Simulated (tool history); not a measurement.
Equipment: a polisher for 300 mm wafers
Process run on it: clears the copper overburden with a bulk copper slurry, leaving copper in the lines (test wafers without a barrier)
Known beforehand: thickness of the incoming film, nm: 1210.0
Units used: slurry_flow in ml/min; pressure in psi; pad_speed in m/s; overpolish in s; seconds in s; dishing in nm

{"run": 1, "hour": 0.0, "slurry_flow": 265, "pressure": 2.8, "pad_speed": 0.88, "slurry_solids": 1, "overpolish": 9, "seconds": 191.31, "dishing": 42.379}
{"run": 2, "hour": 3.9, "slurry_flow": 265, "pressure": 2.8, "pad_speed": 0.88, "slurry_solids": 1, "overpolish": 10, "seconds": 189.34, "dishing": 46.423}
{"run": 3, "hour": 5.0, "slurry_flow": 265, "pressure": 2.8, "pad_speed": 0.88, "slurry_solids": 1, "overpolish": 14, "seconds": 192.11, "dishing": 59.067}
{"run": 4, "hour": 7.0, "slurry_flow": 230, "pressure": 2.8, "pad_speed": 0.88, "slurry_solids": 1, "overpolish": 14, "seconds": 192.6, "dishing": 61.668}
{"run": 5, "hour": 12.0, "slurry_flow": 230, "pressure": 2.8, "pad_speed": 1.02, "slurry_solids": 1, "overpolish": 14, "seconds": 166.75, "dishing": 64.706}
{"run": 6, "hour": 16.4, "slurry_flow": 245, "pressure": 2.3, "pad_speed": 1.04, "slurry_solids": 0.9, "overpolish": 10, "seconds": 197.88, "dishing": 42.372}
{"run": 7, "hour": 18.6, "slurry_flow": 225, "pressure": 2, "pad_speed": 1.06, "slurry_solids": 0.85, "overpolish": 8, "seconds": 226.45, "dishing": 30.589}
{"run": 8, "hour": 24.4, "slurry_flow": 220, "pressure": 1.9, "pad_speed": 1.06, "slurry_solids": 0.85, "overpolish": 6, "seconds": 245.74, "dishing": 23.072}
{"run": 9, "hour": 30.9, "slurry_flow": 215, "pressure": 1.8, "pad_speed": 1.06, "slurry_solids": 0.85, "overpolish": 5, "seconds": 252.57, "dishing": 18.786}

What will run 10 give?
{"run": 10, "hour": 34.0, "slurry_flow": 215, "pressure": 1.8, "pad_speed": 1.06, "slurry_solids": 0.85, "overpolish": 5, "seconds": "?", "dishing": "?"}

Logged for run 10: seconds 254.25 s, dishing 18.779 nm.
